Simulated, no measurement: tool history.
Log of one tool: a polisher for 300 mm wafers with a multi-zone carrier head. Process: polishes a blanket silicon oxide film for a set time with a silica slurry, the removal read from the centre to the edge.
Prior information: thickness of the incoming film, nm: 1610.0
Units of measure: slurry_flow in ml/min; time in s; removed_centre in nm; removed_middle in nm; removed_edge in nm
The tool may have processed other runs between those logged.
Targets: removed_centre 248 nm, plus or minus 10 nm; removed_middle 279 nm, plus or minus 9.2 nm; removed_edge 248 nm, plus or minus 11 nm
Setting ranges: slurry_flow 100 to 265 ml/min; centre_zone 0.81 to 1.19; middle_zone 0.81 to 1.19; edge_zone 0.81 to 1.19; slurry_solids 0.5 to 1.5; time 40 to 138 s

{"run": 1, "hour": 0.0, "slurry_flow": 170, "centre_zone": 1, "middle_zone": 1, "edge_zone": 1, "slurry_solids": 1, "time": 88, "removed_centre": 286.81, "removed_middle": 302.66, "removed_edge": 298.57}
{"run": 2, "hour": 3.7, "slurry_flow": 165, "centre_zone": 0.99, "middle_zone": 1.01, "edge_zone": 0.96, "slurry_solids": 0.95, "time": 88, "removed_centre": 278.55, "removed_middle": 291.09, "removed_edge": 287.9}
{"run": 3, "hour": 12.7, "slurry_flow": 165, "centre_zone": 0.98, "middle_zone": 1.04, "edge_zone": 0.93, "slurry_solids": 0.9, "time": 87, "removed_centre": 259.63, "removed_middle": 288.43, "removed_edge": 265}
{"run": 4, "hour": 21.2, "slurry_flow": 165, "centre_zone": 0.98, "middle_zone": 1.04, "edge_zone": 0.93, "slurry_solids": 0.7, "time": 87, "removed_centre": 199.94, "removed_middle": 224.49, "removed_edge": 205.45}
{"run": 5, "hour": 29.1, "slurry_flow": 165, "centre_zone": 0.98, "middle_zone": 1.07, "edge_zone": 0.93, "slurry_solids": 0.7, "time": 87, "removed_centre": 207.6, "removed_middle": 228.68, "removed_edge": 206.85}
{"run": 6, "hour": 32.7, "slurry_flow": 175, "centre_zone": 0.98, "middle_zone": 1.08, "edge_zone": 0.94, "slurry_solids": 0.75, "time": 87, "removed_centre": 221.72, "removed_middle": 252.44, "removed_edge": 224.84}
{"run": 7, "hour": 40.1, "slurry_flow": 175, "centre_zone": 0.98, "middle_zone": 1.08, "edge_zone": 0.94, "slurry_solids": 0.75, "time": 87, "removed_centre": 221.93, "removed_middle": 253.69, "removed_edge": 222.9}
{"run": 8, "hour": 46.0, "slurry_flow": 185, "centre_zone": 0.99, "middle_zone": 1.08, "edge_zone": 0.96, "slurry_solids": 0.75, "time": 87, "removed_centre": 225.28, "removed_middle": 253.79, "removed_edge": 229.8}
{"run": 9, "hour": 53.5, "slurry_flow": 195, "centre_zone": 1, "middle_zone": 1.09, "edge_zone": 0.96, "slurry_solids": 0.75, "time": 87, "removed_centre": 231.24, "removed_middle": 252.88, "removed_edge": 236.43}
{"run": 10, "hour": 62.1, "slurry_flow": 200, "centre_zone": 1, "middle_zone": 1.11, "edge_zone": 0.96, "slurry_solids": 0.75, "time": 87, "removed_centre": 230.73, "removed_middle": 260.63, "removed_edge": 224.35}
{"run": 11, "hour": 64.8, "slurry_flow": 205, "centre_zone": 1, "middle_zone": 1.11, "edge_zone": 0.98, "slurry_solids": 0.75, "time": 87, "removed_centre": 228.89, "removed_middle": 261.48, "removed_edge": 240.23}

Exactly one of the 5 candidate moves below puts every result within its allowed miss. Which one?
{"run": "A", "hour": 67.5, "slurry_flow": 230, "centre_zone": 0.87, "middle_zone": 1.19, "edge_zone": 1.03, "slurry_solids": 0.75, "time": 84, "removed_centre": "?", "removed_middle": "?", "removed_edge": "?"}
{"run": "B", "hour": 67.5, "slurry_flow": 155, "centre_zone": 0.93, "middle_zone": 1.19, "edge_zone": 0.93, "slurry_solids": 0.8, "time": 83, "removed_centre": "?", "removed_middle": "?", "removed_edge": "?"}
{"run": "C", "hour": 67.5, "slurry_flow": 210, "centre_zone": 0.97, "middle_zone": 1.08, "edge_zone": 0.97, "slurry_solids": 0.95, "time": 77, "removed_centre": "?", "removed_middle": "?", "removed_edge": "?"}
{"run": "D", "hour": 67.5, "slurry_flow": 260, "centre_zone": 1.07, "middle_zone": 0.95, "edge_zone": 1.18, "slurry_solids": 0.75, "time": 88, "removed_centre": "?", "removed_middle": "?", "removed_edge": "?"}
{"run": "E", "hour": 67.5, "slurry_flow": 215, "centre_zone": 1.03, "middle_zone": 1.05, "edge_zone": 0.99, "slurry_solids": 0.7, "time": 91, "removed_centre": "?", "removed_middle": "?", "removed_edge": "?"}

move=A removed_centre=197.18 removed_middle=272.55 removed_edge=231.81
move=B removed_centre=211.91 removed_middle=275.74 removed_edge=226.97
move=C removed_centre=244.06 removed_middle=279.55 removed_edge=252.93
move=D removed_centre=255.49 removed_middle=238.08 removed_edge=261.3
move=E removed_centre=231.67 removed_middle=244.24 removed_edge=228.36
A: misses by more than the last run did
B: misses by more than the last run did
C: all results in spec
D: brings the result that was furthest off to its target, and leaves another outside
E: misses by more than the last run did
Correct choice: C, which meets every target
